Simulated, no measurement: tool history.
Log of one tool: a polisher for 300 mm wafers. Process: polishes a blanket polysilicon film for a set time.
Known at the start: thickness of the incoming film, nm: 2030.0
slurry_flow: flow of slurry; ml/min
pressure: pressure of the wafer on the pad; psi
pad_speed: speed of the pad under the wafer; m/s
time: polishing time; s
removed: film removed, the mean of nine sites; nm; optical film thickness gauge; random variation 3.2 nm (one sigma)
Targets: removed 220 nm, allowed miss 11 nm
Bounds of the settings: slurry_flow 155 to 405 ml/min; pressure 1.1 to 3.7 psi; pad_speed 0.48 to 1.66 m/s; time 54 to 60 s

run 1 hour=0 | slurry_flow=260 pressure=2.4 pad_speed=1.06 time=60 | removed=411.73
run 2 hour=4.1 | slurry_flow=230 pressure=2.4 pad_speed=1.06 time=60 | removed=403.12
run 3 hour=10.4 | slurry_flow=230 pressure=2.3 pad_speed=1.06 time=60 | removed=393.72
run 4 hour=11.1 | slurry_flow=230 pressure=2.2 pad_speed=1.04 time=60 | removed=378.5
run 5 hour=16.5 | slurry_flow=230 pressure=2.1 pad_speed=1 time=60 | removed=339.41
run 6 hour=21.3 | slurry_flow=230 pressure=1.6 pad_speed=1 time=60 | removed=277.58
run 7 hour=26.1 | slurry_flow=230 pressure=1.6 pad_speed=1 time=60 | removed=274.58
run 8 hour=29.7 | slurry_flow=230 pressure=1.5 pad_speed=1 time=60 | removed=257.9
run 9 hour=33.4 | slurry_flow=230 pressure=1.1 pad_speed=0.98 time=60 | removed=201.19

Which of these 4 next moves meets every target?
run A hour=37.1 | slurry_flow=240 pressure=1.1 pad_speed=1 time=55 | removed=?
run B hour=37.1 | slurry_flow=185 pressure=1.1 pad_speed=1.02 time=54 | removed=?
run C hour=37.1 | slurry_flow=165 pressure=2.3 pad_speed=0.62 time=59 | removed=?
run D hour=37.1 | slurry_flow=240 pressure=1.1 pad_speed=0.88 time=58 | removed=?

move=A removed=193.54
move=B removed=187.26
move=C removed=225.52
move=D removed=180.38
A: further off than the last run
B: further off than the last run
C: meets every target
D: further off than the last run
Move C is the one to make.
